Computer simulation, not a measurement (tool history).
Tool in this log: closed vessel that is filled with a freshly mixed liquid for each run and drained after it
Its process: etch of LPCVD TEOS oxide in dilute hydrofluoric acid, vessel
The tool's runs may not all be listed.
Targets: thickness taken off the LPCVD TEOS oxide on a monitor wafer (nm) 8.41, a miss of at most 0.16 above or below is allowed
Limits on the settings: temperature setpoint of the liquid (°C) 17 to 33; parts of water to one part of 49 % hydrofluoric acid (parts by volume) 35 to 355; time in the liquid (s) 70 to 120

run    day  temperature setpoint of the liquid (°C)  parts of water to one part of 49 % hydrofluoric acid (parts by volume)  time in the liquid (s)  thickness taken off the LPCVD TEOS oxide on a monitor wafer (nm)
  1      0                                       25                                                                     195                     120                                                            15.999
  2  0.271                                       25                                                                     220                     120                                                            13.943
  3  0.621                                     22.5                                                                     235                     120                                                            11.647
  4  0.996                                     24.5                                                                     235                     120                                                            12.467
  5  1.296                                       28                                                                     235                     120                                                            14.315
  6  1.546                                       28                                                                     200                     120                                                            17.315
  7  1.596                                     24.5                                                                     220                     120                                                            13.639
  8  1.821                                       22                                                                     235                     120                                                            11.484
  9  2.042                                     20.5                                                                     245                     120                                                             10.26

Exercise: of the 4 proposed moves below, exactly one satisfies all targets within the stated allowed misses. Which move is it?
  A  2.262                                       24                                                                     205                      70                                                                 ?
  B  2.262                                     23.5                                                                     235                     120                                                                 ?
  C  2.262                                       19                                                                     195                      70                                                                 ?
  D  2.262                                     19.5                                                                     180                     120                                                                 ?

move  thickness taken off the LPCVD TEOS oxide on a monitor wafer (nm)
   A                                                            8.4683
   B                                                             12.05
   C                                                            7.4376
   D                                                            14.294
A: all results land within tolerance of their targets
B: moves away from the targets compared with the last run
C: pushes the last run's worst result past its target
D: moves away from the targets compared with the last run
Answer: A

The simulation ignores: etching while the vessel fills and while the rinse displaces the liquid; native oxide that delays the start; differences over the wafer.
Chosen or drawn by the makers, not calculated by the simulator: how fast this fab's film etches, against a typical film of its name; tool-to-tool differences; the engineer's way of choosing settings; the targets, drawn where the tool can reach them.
